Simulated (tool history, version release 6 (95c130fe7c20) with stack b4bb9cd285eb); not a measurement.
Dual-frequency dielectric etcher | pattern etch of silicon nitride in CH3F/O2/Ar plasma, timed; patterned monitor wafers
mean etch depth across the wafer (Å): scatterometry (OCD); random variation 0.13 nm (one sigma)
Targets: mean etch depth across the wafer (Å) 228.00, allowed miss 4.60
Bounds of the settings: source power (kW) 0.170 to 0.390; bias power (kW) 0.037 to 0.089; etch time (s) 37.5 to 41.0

| run | hour | source power (kW) | bias power (kW) | etch time (s) | mean etch depth across the wafer (Å) |
|---|---|---|---|---|---|
| 1 | 0.0 | 0.280 | 0.063 | 41.0 | 272.84 |
| 2 | 5.3 | 0.280 | 0.063 | 37.5 | 248.88 |
| 3 | 7.1 | 0.320 | 0.063 | 37.5 | 262.61 |
| 4 | 11.7 | 0.290 | 0.061 | 37.5 | 249.72 |
| 5 | 19.0 | 0.270 | 0.060 | 37.5 | 242.00 |
| 6 | 23.5 | 0.270 | 0.060 | 37.5 | 240.96 |
| 7 | 30.3 | 0.260 | 0.060 | 37.5 | 239.07 |
| 8 | 34.9 | 0.250 | 0.060 | 37.5 | 236.66 |
| 9 | 37.0 | 0.240 | 0.060 | 37.5 | 235.05 |

Which of these 4 next moves meets every target?
| A | 39.1 | 0.240 | 0.051 | 38.0 | ? |
| B | 39.1 | 0.230 | 0.060 | 39.5 | ? |
| C | 39.1 | 0.240 | 0.059 | 39.5 | ? |
| D | 39.1 | 0.270 | 0.059 | 38.0 | ? |

| move | mean etch depth across the wafer (Å) |
|---|---|
| A | 226.76 |
| B | 242.55 |
| C | 244.86 |
| D | 245.00 |
A: meets every target
B: further off than the last run
C: further off than the last run
D: further off than the last run
The right move is A.

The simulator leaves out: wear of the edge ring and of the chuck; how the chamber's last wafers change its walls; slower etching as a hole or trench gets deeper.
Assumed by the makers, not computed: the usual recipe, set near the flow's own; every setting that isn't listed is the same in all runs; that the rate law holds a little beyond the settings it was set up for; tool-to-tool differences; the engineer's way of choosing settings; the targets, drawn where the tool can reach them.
